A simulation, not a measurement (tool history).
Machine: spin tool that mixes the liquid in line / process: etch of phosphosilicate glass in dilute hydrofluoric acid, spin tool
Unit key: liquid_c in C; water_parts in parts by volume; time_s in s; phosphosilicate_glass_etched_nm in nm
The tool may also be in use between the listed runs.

run	hour	liquid_c	water_parts	time_s	phosphosilicate_glass_etched_nm
1	0	23	95	35	20.306
2	1.7	20	95	35	17.998
3	3	20	95	25	12.877
4	6.8	20	95	35	17.997
5	9.7	23	90	35	21.613
6	17.4	25.5	90	35	23.808

Run 7 is up next; what results do you expect?
7	18.2	27	85	35	?

phosphosilicate_glass_etched_nm: 26.816 nm
